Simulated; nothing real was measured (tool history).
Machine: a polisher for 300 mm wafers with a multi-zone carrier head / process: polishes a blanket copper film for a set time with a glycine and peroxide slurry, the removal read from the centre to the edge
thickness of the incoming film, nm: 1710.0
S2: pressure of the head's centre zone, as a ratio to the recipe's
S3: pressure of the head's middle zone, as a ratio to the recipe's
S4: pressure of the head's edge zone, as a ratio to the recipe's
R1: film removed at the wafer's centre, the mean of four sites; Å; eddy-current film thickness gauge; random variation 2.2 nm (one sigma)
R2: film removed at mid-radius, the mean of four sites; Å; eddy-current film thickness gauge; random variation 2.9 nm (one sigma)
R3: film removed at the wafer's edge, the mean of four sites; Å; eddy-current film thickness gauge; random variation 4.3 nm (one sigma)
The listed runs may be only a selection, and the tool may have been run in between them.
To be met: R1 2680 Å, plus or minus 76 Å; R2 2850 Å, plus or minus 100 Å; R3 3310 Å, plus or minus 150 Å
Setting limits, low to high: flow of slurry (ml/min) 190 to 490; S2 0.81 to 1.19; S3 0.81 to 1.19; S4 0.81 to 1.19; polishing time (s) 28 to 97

Run 1, day 0: flow of slurry (ml/min) 315, S2 1, S3 1, S4 1, polishing time (s) 62. Result: R1 2121.2 Å, R2 2238.3 Å, R3 2155.5 Å.
Run 2, day 0.371: flow of slurry (ml/min) 315, S2 1, S3 1, S4 0.93, polishing time (s) 62. Result: R1 2150.6 Å, R2 2201.6 Å, R3 2062.1 Å.
Run 3, day 0.704: flow of slurry (ml/min) 315, S2 1, S3 1, S4 0.96, polishing time (s) 62. Result: R1 2173.5 Å, R2 2251.9 Å, R3 2079.7 Å.
Run 4, day 0.938: flow of slurry (ml/min) 315, S2 1, S3 1, S4 0.93, polishing time (s) 62. Result: R1 2195.1 Å, R2 2232.1 Å, R3 2043.7 Å.
Run 5, day 1.308: flow of slurry (ml/min) 315, S2 0.95, S3 1, S4 0.93, polishing time (s) 62. Result: R1 2046.5 Å, R2 2218.8 Å, R3 2028 Å.
Run 6, day 1.479: flow of slurry (ml/min) 305, S2 0.95, S3 0.98, S4 0.98, polishing time (s) 66. Result: R1 2167.7 Å, R2 2358.5 Å, R3 2242.7 Å.
Run 7, day 1.592: flow of slurry (ml/min) 305, S2 0.95, S3 0.96, S4 1.02, polishing time (s) 69. Result: R1 2299.5 Å, R2 2396.1 Å, R3 2370.2 Å.
Run 8, day 1.854: flow of slurry (ml/min) 295, S2 0.93, S3 0.94, S4 1.05, polishing time (s) 72. Result: R1 2320.1 Å, R2 2445.2 Å, R3 2577.9 Å.
Run 9, day 1.929: flow of slurry (ml/min) 285, S2 0.93, S3 0.94, S4 1.07, polishing time (s) 74. Result: R1 2401.6 Å, R2 2535.7 Å, R3 2649.1 Å.
Run 10, day 2.162: flow of slurry (ml/min) 375, S2 0.85, S3 0.85, S4 1.17, polishing time (s) 85. Result: R1 2554.4 Å, R2 2650.5 Å, R3 3143.7 Å.
Run 11, day 2.517: flow of slurry (ml/min) 375, S2 0.85, S3 0.86, S4 1.17, polishing time (s) 85. Result: R1 2570.2 Å, R2 2756.8 Å, R3 3231.6 Å.
Run 12, day 2.862: flow of slurry (ml/min) 375, S2 0.86, S3 0.86, S4 1.17, polishing time (s) 85. Result: R1 2567.9 Å, R2 2700.4 Å, R3 3134.7 Å.

5 next moves are on the table. One of them brings every result within its allowed miss. Which?
Run A, day 3.208: flow of slurry (ml/min) 325, S2 0.9, S3 0.9, S4 1.16, polishing time (s) 80. Result: R1 ?, R2 ?, R3 ?.
Run B, day 3.208: flow of slurry (ml/min) 375, S2 0.87, S3 0.82, S4 1.11, polishing time (s) 83. Result: R1 ?, R2 ?, R3 ?.
Run C, day 3.208: flow of slurry (ml/min) 385, S2 0.86, S3 0.83, S4 1.19, polishing time (s) 83. Result: R1 ?, R2 ?, R3 ?.
Run D, day 3.208: flow of slurry (ml/min) 335, S2 0.89, S3 0.95, S4 1.07, polishing time (s) 85. Result: R1 ?, R2 ?, R3 ?.
Run E, day 3.208: flow of slurry (ml/min) 350, S2 0.83, S3 0.83, S4 1.07, polishing time (s) 91. Result: R1 ?, R2 ?, R3 ?.

move      R1      R2      R3
   A  2508.9  2631.2  2980.7
   B    2537    2550  3045.7
   C  2511.8    2579  3160.3
   D  2641.9  2930.3  3041.5
   E  2641.2  2813.3  3267.8
A: further off than the last run
B: further off than the last run
C: further off than the last run
D: brings the last run's worst result on target, with another outside its allowed miss
E: meets every target
E is the move that brings every result within its allowed miss.

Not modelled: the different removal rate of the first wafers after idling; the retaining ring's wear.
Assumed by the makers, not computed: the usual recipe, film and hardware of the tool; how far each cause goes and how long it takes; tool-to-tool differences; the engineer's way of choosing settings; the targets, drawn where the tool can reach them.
